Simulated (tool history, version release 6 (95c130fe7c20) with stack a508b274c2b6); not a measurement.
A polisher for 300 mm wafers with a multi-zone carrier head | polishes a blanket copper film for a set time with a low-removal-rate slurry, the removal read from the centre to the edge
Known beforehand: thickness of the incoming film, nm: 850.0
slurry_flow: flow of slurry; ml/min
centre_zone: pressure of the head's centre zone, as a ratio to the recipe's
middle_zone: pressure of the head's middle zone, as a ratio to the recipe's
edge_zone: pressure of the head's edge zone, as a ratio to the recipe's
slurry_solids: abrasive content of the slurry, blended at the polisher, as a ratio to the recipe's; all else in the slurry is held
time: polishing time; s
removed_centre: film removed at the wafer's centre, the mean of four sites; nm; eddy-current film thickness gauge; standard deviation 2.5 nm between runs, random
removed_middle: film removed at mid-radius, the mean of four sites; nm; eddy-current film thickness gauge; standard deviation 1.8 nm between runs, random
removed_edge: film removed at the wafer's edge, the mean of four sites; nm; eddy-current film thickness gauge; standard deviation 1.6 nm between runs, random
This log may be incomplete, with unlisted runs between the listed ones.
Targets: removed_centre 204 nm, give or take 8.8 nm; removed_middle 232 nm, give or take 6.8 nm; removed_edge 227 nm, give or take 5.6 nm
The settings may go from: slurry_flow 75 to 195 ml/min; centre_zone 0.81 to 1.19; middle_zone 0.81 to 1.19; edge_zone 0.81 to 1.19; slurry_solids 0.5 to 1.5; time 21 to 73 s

{"run": 1, "hour": 0.0, "slurry_flow": 125, "centre_zone": 1, "middle_zone": 1, "edge_zone": 1, "slurry_solids": 1, "time": 47, "removed_centre": 168.81, "removed_middle": 164.06, "removed_edge": 177.15}
{"run": 2, "hour": 1.5, "slurry_flow": 130, "centre_zone": 1, "middle_zone": 1.02, "edge_zone": 1.02, "slurry_solids": 1.05, "time": 47, "removed_centre": 170.62, "removed_middle": 171.68, "removed_edge": 180.35}
{"run": 3, "hour": 4.4, "slurry_flow": 135, "centre_zone": 1, "middle_zone": 1.03, "edge_zone": 1.03, "slurry_solids": 1.1, "time": 47, "removed_centre": 173.72, "removed_middle": 174.15, "removed_edge": 184.31}
{"run": 4, "hour": 10.1, "slurry_flow": 140, "centre_zone": 1, "middle_zone": 1.05, "edge_zone": 1.04, "slurry_solids": 1.15, "time": 47, "removed_centre": 177.15, "removed_middle": 179.41, "removed_edge": 187.12}
{"hour": 14.1, "done": "edge zone pressure recalibrated"}
{"run": 5, "hour": 14.1, "slurry_flow": 140, "centre_zone": 0.92, "middle_zone": 1.05, "edge_zone": 1.04, "slurry_solids": 1.15, "time": 47, "removed_centre": 168.94, "removed_middle": 180.43, "removed_edge": 179.88}
{"run": 6, "hour": 19.0, "slurry_flow": 140, "centre_zone": 0.93, "middle_zone": 1.06, "edge_zone": 1.06, "slurry_solids": 1.2, "time": 47, "removed_centre": 170.49, "removed_middle": 183.73, "removed_edge": 183.63}
{"run": 7, "hour": 24.4, "slurry_flow": 140, "centre_zone": 0.94, "middle_zone": 1.07, "edge_zone": 1.07, "slurry_solids": 1.25, "time": 48, "removed_centre": 175.03, "removed_middle": 194.47, "removed_edge": 190.45}
{"run": 8, "hour": 33.1, "slurry_flow": 140, "centre_zone": 0.95, "middle_zone": 1.08, "edge_zone": 1.08, "slurry_solids": 1.3, "time": 48, "removed_centre": 176.35, "removed_middle": 196.95, "removed_edge": 194.27}
{"run": 9, "hour": 36.2, "slurry_flow": 145, "centre_zone": 0.96, "middle_zone": 1.09, "edge_zone": 1.09, "slurry_solids": 1.3, "time": 48, "removed_centre": 180.53, "removed_middle": 199.19, "removed_edge": 195.97}
{"run": 10, "hour": 44.3, "slurry_flow": 145, "centre_zone": 0.97, "middle_zone": 1.1, "edge_zone": 1.1, "slurry_solids": 1.3, "time": 48, "removed_centre": 183.77, "removed_middle": 201.42, "removed_edge": 197.23}
{"run": 11, "hour": 48.4, "slurry_flow": 145, "centre_zone": 0.97, "middle_zone": 1.1, "edge_zone": 1.11, "slurry_solids": 1.3, "time": 48, "removed_centre": 181.59, "removed_middle": 199.78, "removed_edge": 198.93}
{"run": 12, "hour": 50.7, "slurry_flow": 145, "centre_zone": 0.97, "middle_zone": 1.11, "edge_zone": 1.12, "slurry_solids": 1.3, "time": 48, "removed_centre": 187, "removed_middle": 202.36, "removed_edge": 198.95}
{"run": 13, "hour": 53.8, "slurry_flow": 145, "centre_zone": 0.97, "middle_zone": 1.11, "edge_zone": 1.13, "slurry_solids": 1.3, "time": 48, "removed_centre": 182.44, "removed_middle": 202.68, "removed_edge": 199.66}
{"run": 14, "hour": 60.6, "slurry_flow": 145, "centre_zone": 0.97, "middle_zone": 1.11, "edge_zone": 1.14, "slurry_solids": 1.3, "time": 48, "removed_centre": 183.73, "removed_middle": 201.36, "removed_edge": 197.81}
{"run": 15, "hour": 65.3, "slurry_flow": 145, "centre_zone": 0.97, "middle_zone": 1.11, "edge_zone": 1.15, "slurry_solids": 1.4, "time": 51, "removed_centre": 200.21, "removed_middle": 218.27, "removed_edge": 220.68}

5 candidate next runs follow, results not yet known. Just one meets every target within its allowed miss. Identify it.
{"run": "A", "hour": 70.0, "slurry_flow": 170, "centre_zone": 0.95, "middle_zone": 1.19, "edge_zone": 1.14, "slurry_solids": 1.15, "time": 53, "removed_centre": "?", "removed_middle": "?", "removed_edge": "?"}
{"run": "B", "hour": 70.0, "slurry_flow": 135, "centre_zone": 0.92, "middle_zone": 0.98, "edge_zone": 1.18, "slurry_solids": 1.45, "time": 53, "removed_centre": "?", "removed_middle": "?", "removed_edge": "?"}
{"run": "C", "hour": 70.0, "slurry_flow": 150, "centre_zone": 0.97, "middle_zone": 1.16, "edge_zone": 1.06, "slurry_solids": 1.4, "time": 53, "removed_centre": "?", "removed_middle": "?", "removed_edge": "?"}
{"run": "D", "hour": 70.0, "slurry_flow": 155, "centre_zone": 0.9, "middle_zone": 1.19, "edge_zone": 1.17, "slurry_solids": 1.25, "time": 52, "removed_centre": "?", "removed_middle": "?", "removed_edge": "?"}
{"run": "E", "hour": 70.0, "slurry_flow": 195, "centre_zone": 0.91, "middle_zone": 1.08, "edge_zone": 1.1, "slurry_solids": 1.45, "time": 52, "removed_centre": "?", "removed_middle": "?", "removed_edge": "?"}

move=A removed_centre=198.36 removed_middle=233.28 removed_edge=218.24
move=B removed_centre=197 removed_middle=204.59 removed_edge=231.11
move=C removed_centre=208.37 removed_middle=236.32 removed_edge=218.86
move=D removed_centre=187.15 removed_middle=230.94 removed_edge=219.77
move=E removed_centre=203.77 removed_middle=229.23 removed_edge=227.12
A: brings the last run's worst result on target, with another outside its allowed miss
B: misses by more than the last run did
C: brings the last run's worst result on target, with another outside its allowed miss
D: brings the last run's worst result on target, with another outside its allowed miss
E: every result lands within tolerance
Correct choice: E, which meets every target
